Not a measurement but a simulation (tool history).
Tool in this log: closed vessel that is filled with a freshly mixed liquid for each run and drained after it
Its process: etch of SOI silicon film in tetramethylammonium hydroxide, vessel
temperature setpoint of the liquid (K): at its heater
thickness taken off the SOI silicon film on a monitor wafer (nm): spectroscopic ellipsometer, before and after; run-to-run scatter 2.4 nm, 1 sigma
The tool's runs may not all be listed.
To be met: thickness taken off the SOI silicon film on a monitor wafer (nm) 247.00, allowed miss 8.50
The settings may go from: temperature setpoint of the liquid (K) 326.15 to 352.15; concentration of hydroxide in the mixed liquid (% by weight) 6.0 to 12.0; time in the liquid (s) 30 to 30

run  hour  temperature setpoint of the liquid (K)  concentration of hydroxide in the mixed liquid (% by weight)  time in the liquid (s)  thickness taken off the SOI silicon film on a monitor wafer (nm)
  1   0.0                                  339.15                                                           8.0                      30                                                            176.01
  2   5.1                                  339.15                                                           8.0                      30                                                            174.87
  3  14.0                                  339.65                                                           8.0                      30                                                            178.92
  4  17.7                                  339.65                                                           9.5                      30                                                            172.80
  5  20.0                                  339.65                                                          10.5                      30                                                            164.49
  6  27.1                                  334.15                                                          10.5                      30                                                            115.67
  7  36.0                                  335.15                                                          10.5                      30                                                            122.04
  8  42.5                                  336.15                                                          10.5                      30                                                            131.34
     49.9  -- thermometer replaced
  9  49.9                                  337.15                                                          10.5                      30                                                            161.30
 10  53.1                                  342.65                                                          10.5                      30                                                            222.30
 11  57.7                                  343.65                                                          10.5                      30                                                            236.83

Which one of the following 4 next-run settings gets every result inside its allowed miss? There is exactly one.
  A  62.3                                  342.65                                                           9.5                      30                                                                 ?
  B  62.3                                  345.65                                                          11.0                      30                                                                 ?
  C  62.3                                  342.65                                                          10.5                      30                                                                 ?
  D  62.3                                  344.15                                                          10.5                      30                                                                 ?

move  thickness taken off the SOI silicon film on a monitor wafer (nm)
   A                                                            232.11
   B                                                            262.24
   C                                                            223.72
   D                                                            244.28
A: further off than the last run
B: takes the biggest miss from the last run beyond its target
C: further off than the last run
D: meets every target
Answer: D
